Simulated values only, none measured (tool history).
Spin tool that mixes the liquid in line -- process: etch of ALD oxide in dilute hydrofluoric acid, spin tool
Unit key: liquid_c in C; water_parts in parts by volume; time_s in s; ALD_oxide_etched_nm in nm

run 1 hour=0 | liquid_c=21 water_parts=280 time_s=20 | ALD_oxide_etched_nm=1.823
run 2 hour=1.8 | liquid_c=22.5 water_parts=265 time_s=20 | ALD_oxide_etched_nm=2.0542
run 3 hour=9.8 | liquid_c=22.5 water_parts=355 time_s=20 | ALD_oxide_etched_nm=1.4167
run 4 hour=11.7 | liquid_c=22.5 water_parts=295 time_s=20 | ALD_oxide_etched_nm=1.7846
run 5 hour=16.8 | liquid_c=22.5 water_parts=250 time_s=20 | ALD_oxide_etched_nm=2.2075
run 6 hour=21.5 | liquid_c=23.5 water_parts=245 time_s=20 | ALD_oxide_etched_nm=2.3475
run 7 hour=29.7 | liquid_c=24.5 water_parts=240 time_s=20 | ALD_oxide_etched_nm=2.5145

For run 8, what comes out?
run 8 hour=38.3 | liquid_c=25.5 water_parts=240 time_s=20 | ALD_oxide_etched_nm=?

{"run 8": {"ALD_oxide_etched_nm": 2.6187}}
